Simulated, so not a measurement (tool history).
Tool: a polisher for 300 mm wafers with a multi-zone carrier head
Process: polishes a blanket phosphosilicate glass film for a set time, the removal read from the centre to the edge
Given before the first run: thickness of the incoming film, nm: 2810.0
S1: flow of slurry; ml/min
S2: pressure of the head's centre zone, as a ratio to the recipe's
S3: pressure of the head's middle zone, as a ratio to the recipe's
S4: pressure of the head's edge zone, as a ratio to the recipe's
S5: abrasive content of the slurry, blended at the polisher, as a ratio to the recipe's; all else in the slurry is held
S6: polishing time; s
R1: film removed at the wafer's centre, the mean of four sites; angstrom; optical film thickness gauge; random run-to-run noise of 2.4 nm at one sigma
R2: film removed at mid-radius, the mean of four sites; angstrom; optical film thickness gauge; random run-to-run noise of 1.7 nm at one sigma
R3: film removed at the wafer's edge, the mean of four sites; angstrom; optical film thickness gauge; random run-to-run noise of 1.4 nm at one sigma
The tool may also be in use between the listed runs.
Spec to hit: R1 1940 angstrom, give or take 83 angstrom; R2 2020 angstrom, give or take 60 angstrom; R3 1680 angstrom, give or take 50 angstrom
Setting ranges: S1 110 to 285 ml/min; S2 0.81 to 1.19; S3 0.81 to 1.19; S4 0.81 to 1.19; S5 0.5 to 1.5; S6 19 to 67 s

{"run": 1, "day": 0.0, "S1": 180, "S2": 1, "S3": 1, "S4": 1, "S5": 1, "S6": 43, "R1": 4557.9, "R2": 4458.7, "R3": 4358.8}
{"run": 2, "day": 0.188, "S1": 225, "S2": 1, "S3": 1, "S4": 1, "S5": 1, "S6": 43, "R1": 4585.2, "R2": 4549.9, "R3": 4465.6}
{"run": 3, "day": 0.517, "S1": 250, "S2": 1, "S3": 1, "S4": 1, "S5": 1, "S6": 43, "R1": 4691.3, "R2": 4579.6, "R3": 4569.4}
{"run": 4, "day": 0.875, "S1": 225, "S2": 1, "S3": 1.01, "S4": 0.97, "S5": 0.9, "S6": 39, "R1": 3990.9, "R2": 3844.1, "R3": 3704.3}
{"run": 5, "day": 1.225, "S1": 215, "S2": 0.98, "S3": 1.02, "S4": 0.94, "S5": 0.85, "S6": 36, "R1": 3353.5, "R2": 3455, "R3": 3251.4}
{"run": 6, "day": 1.3, "S1": 185, "S2": 0.98, "S3": 1.02, "S4": 0.94, "S5": 0.85, "S6": 36, "R1": 3363.2, "R2": 3384.2, "R3": 3183.6}
{"run": 7, "day": 1.638, "S1": 135, "S2": 0.97, "S3": 1.09, "S4": 0.84, "S5": 0.6, "S6": 24, "R1": 1399.8, "R2": 1498.4, "R3": 1313.2}
{"run": 8, "day": 1.679, "S1": 155, "S2": 0.98, "S3": 1.09, "S4": 0.84, "S5": 0.6, "S6": 24, "R1": 1435.3, "R2": 1557.3, "R3": 1356.1}
{"run": 9, "day": 1.975, "S1": 175, "S2": 1, "S3": 1.09, "S4": 0.84, "S5": 0.6, "S6": 24, "R1": 1482.6, "R2": 1586.9, "R3": 1386.6}
{"run": 10, "day": 2.208, "S1": 190, "S2": 1.03, "S3": 1.11, "S4": 0.85, "S5": 0.6, "S6": 24, "R1": 1531.8, "R2": 1623.9, "R3": 1379.2}
{"run": 11, "day": 2.233, "S1": 220, "S2": 1.12, "S3": 1.18, "S4": 0.95, "S5": 0.85, "S6": 25, "R1": 2550.4, "R2": 2689.2, "R3": 2264.2}
{"run": 12, "day": 2.512, "S1": 205, "S2": 1.11, "S3": 1.17, "S4": 0.93, "S5": 0.85, "S6": 25, "R1": 2556, "R2": 2678.8, "R3": 2228.4}
{"run": 13, "day": 2.688, "S1": 175, "S2": 1.02, "S3": 1.07, "S4": 0.83, "S5": 0.6, "S6": 22, "R1": 1370.1, "R2": 1429.8, "R3": 1240.3}
{"run": 14, "day": 3.029, "S1": 185, "S2": 1.04, "S3": 1.09, "S4": 0.85, "S5": 0.6, "S6": 22, "R1": 1427.6, "R2": 1451.9, "R3": 1264.9}
{"run": 15, "day": 3.275, "S1": 195, "S2": 1.05, "S3": 1.11, "S4": 0.87, "S5": 0.6, "S6": 22, "R1": 1446.2, "R2": 1494.6, "R3": 1293.1}
{"run": 16, "day": 3.55, "S1": 200, "S2": 1.06, "S3": 1.12, "S4": 0.88, "S5": 0.6, "S6": 22, "R1": 1447.5, "R2": 1509.3, "R3": 1295.5}
{"run": 17, "day": 3.754, "S1": 200, "S2": 1.07, "S3": 1.13, "S4": 0.89, "S5": 0.6, "S6": 22, "R1": 1433.7, "R2": 1534.8, "R3": 1299.8}
{"run": 18, "day": 4.075, "S1": 205, "S2": 1.08, "S3": 1.14, "S4": 0.9, "S5": 0.65, "S6": 22, "R1": 1625.5, "R2": 1727.7, "R3": 1441.6}
{"run": 19, "day": 4.225, "S1": 205, "S2": 1.1, "S3": 1.15, "S4": 0.92, "S5": 0.65, "S6": 22, "R1": 1686.8, "R2": 1742, "R3": 1474.6}
{"run": 20, "day": 4.279, "S1": 210, "S2": 1.11, "S3": 1.16, "S4": 0.93, "S5": 0.65, "S6": 22, "R1": 1661, "R2": 1748.3, "R3": 1496.5}
{"run": 21, "day": 4.333, "S1": 215, "S2": 1.12, "S3": 1.17, "S4": 0.93, "S5": 0.65, "S6": 22, "R1": 1697.1, "R2": 1782, "R3": 1478.4}
{"run": 22, "day": 4.558, "S1": 220, "S2": 1.13, "S3": 1.17, "S4": 0.94, "S5": 0.65, "S6": 22, "R1": 1715.3, "R2": 1788.4, "R3": 1495.5}
{"run": 23, "day": 4.867, "S1": 225, "S2": 1.14, "S3": 1.17, "S4": 0.95, "S5": 0.65, "S6": 22, "R1": 1735.5, "R2": 1770.9, "R3": 1508.7}

Of the 5 settings listed for the next run, only one would bring every result within its allowed miss of target. Which one?
{"run": "A", "day": 5.175, "S1": 220, "S2": 0.94, "S3": 1.16, "S4": 1.1, "S5": 0.7, "S6": 23, "R1": "?", "R2": "?", "R3": "?"}
{"run": "B", "day": 5.175, "S1": 160, "S2": 0.82, "S3": 0.81, "S4": 1.17, "S5": 0.6, "S6": 28, "R1": "?", "R2": "?", "R3": "?"}
{"run": "C", "day": 5.175, "S1": 180, "S2": 1, "S3": 0.93, "S4": 1.19, "S5": 0.65, "S6": 22, "R1": "?", "R2": "?", "R3": "?"}
{"run": "D", "day": 5.175, "S1": 245, "S2": 1.09, "S3": 1.15, "S4": 0.88, "S5": 0.65, "S6": 25, "R1": "?", "R2": "?", "R3": "?"}
{"run": "E", "day": 5.175, "S1": 205, "S2": 0.97, "S3": 1.06, "S4": 1.16, "S5": 0.7, "S6": 21, "R1": "?", "R2": "?", "R3": "?"}

move=A R1=1709.4 R2=2016.6 R3=1838.2
move=B R1=1474.6 R2=1418.7 R3=1820.3
move=C R1=1509.8 R2=1421.8 R3=1630
move=D R1=1904.8 R2=2011.1 R3=1697.8
move=E R1=1577.6 R2=1689.1 R3=1705.2
A: meets the target for the result that was furthest off, but another lies outside its allowed miss
B: its largest miss is bigger than the last run's
C: its largest miss is bigger than the last run's
D: all results in spec
E: its largest miss is bigger than the last run's
The right move is D.

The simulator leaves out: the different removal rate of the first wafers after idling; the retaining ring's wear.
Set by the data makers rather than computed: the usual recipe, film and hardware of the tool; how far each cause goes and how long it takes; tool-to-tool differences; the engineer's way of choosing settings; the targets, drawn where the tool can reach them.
